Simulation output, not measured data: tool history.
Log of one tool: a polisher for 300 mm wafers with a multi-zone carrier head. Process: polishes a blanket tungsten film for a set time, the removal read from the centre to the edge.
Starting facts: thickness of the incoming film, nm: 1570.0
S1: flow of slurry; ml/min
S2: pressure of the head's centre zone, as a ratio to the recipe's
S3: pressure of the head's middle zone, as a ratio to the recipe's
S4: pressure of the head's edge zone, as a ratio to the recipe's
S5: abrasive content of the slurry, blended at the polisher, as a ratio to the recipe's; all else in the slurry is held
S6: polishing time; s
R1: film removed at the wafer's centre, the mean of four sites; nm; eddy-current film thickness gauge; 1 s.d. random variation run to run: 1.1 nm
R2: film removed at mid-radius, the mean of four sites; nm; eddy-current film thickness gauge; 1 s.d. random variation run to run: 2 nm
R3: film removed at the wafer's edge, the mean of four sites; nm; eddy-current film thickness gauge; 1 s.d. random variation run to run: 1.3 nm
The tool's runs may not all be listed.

run,day,S1,S2,S3,S4,S5,S6,R1,R2,R3
1,0.000,295,1.00,1.00,1.00,1.00,84,225.45,235.40,222.55
2,0.046,240,1.00,1.00,1.00,1.00,84,218.10,218.06,223.96
3,0.108,280,0.97,1.00,0.97,0.85,71,178.81,185.47,181.58
4,0.200,280,0.97,1.08,0.97,0.85,71,178.43,196.65,179.54
5,0.225,280,0.97,1.05,0.97,0.85,71,176.60,187.26,183.91
6,0.492,315,0.97,1.05,0.97,0.85,71,178.15,193.06,185.31
7,0.750,305,0.95,1.09,0.92,0.75,63,151.41,175.39,154.34
8,0.992,295,0.93,1.08,0.89,0.65,60,138.85,156.71,139.90
9,1.138,285,0.91,1.09,0.86,0.60,58,128.87,155.03,132.02
10,1.483,285,0.90,1.08,0.85,0.55,56,117.55,140.40,122.22

Run 11, settings as shown, results not yet in. Your forecast:
11,1.842,280,0.90,1.08,0.84,0.55,56,?,?,?

{"run 11": {"R1": 119.41, "R2": 143.76, "R3": 121.74}}
